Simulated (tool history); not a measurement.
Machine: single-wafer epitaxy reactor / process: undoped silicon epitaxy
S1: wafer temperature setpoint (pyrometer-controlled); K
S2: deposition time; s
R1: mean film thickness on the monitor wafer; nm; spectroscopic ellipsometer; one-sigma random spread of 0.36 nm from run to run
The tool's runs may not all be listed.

Run 1, day 0: S1 943.15 K, S2 516 s. Result: R1 133.03 nm.
Run 2, day 0.1: S1 943.15 K, S2 576 s. Result: R1 147.71 nm.
Run 3, day 0.396: S1 943.15 K, S2 618 s. Result: R1 160 nm.
Run 4, day 0.629: S1 943.15 K, S2 552 s. Result: R1 140.79 nm.
Run 5, day 0.833: S1 948.15 K, S2 552 s. Result: R1 157.11 nm.
Run 6, day 1.033: S1 948.15 K, S2 626 s. Result: R1 175.88 nm.
Run 7, day 1.079: S1 939.15 K, S2 600 s. Result: R1 143.72 nm.
Run 8, day 1.4: S1 933.15 K, S2 581 s. Result: R1 124.23 nm.
Run 9, day 1.579: S1 929.15 K, S2 569 s. Result: R1 113.17 nm.
Run 10, day 1.671: S1 926.15 K, S2 561 s. Result: R1 105.19 nm.

What does the tool deliver on the next run?
Run 11, day 1.725: S1 924.15 K, S2 556 s. Result: R1 ?.

{"run 11": {"R1": 100.39}}
